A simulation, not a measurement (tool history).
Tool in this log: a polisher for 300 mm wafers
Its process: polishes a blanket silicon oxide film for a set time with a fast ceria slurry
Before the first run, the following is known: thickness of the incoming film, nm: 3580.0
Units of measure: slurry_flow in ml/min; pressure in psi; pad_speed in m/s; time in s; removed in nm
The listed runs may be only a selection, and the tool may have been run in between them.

Run 1, day 0.000: slurry_flow 130 ml/min, pressure 2.8 psi, pad_speed 1.12 m/s, time 25 s. Result: removed 331.11 nm.
Run 2, day 0.288: slurry_flow 130 ml/min, pressure 2.8 psi, pad_speed 1.12 m/s, time 25 s. Result: removed 327.47 nm.
Run 3, day 0.608: slurry_flow 130 ml/min, pressure 2.2 psi, pad_speed 1.12 m/s, time 25 s. Result: removed 260.13 nm.
Run 4, day 0.854: slurry_flow 125 ml/min, pressure 2.1 psi, pad_speed 1.12 m/s, time 25 s. Result: removed 245.20 nm.
Run 5, day 1.171: slurry_flow 120 ml/min, pressure 2.1 psi, pad_speed 1.12 m/s, time 25 s. Result: removed 243.84 nm.
Run 6, day 1.329: slurry_flow 115 ml/min, pressure 2.1 psi, pad_speed 1.12 m/s, time 25 s. Result: removed 243.04 nm.
Run 7, day 1.412: slurry_flow 105 ml/min, pressure 1.9 psi, pad_speed 1.12 m/s, time 25 s. Result: removed 213.57 nm.

What will run 8 give?
Run 8, day 1.708: slurry_flow 95 ml/min, pressure 1.9 psi, pad_speed 1.12 m/s, time 25 s. Result: removed ?.

removed: 210.37 nm

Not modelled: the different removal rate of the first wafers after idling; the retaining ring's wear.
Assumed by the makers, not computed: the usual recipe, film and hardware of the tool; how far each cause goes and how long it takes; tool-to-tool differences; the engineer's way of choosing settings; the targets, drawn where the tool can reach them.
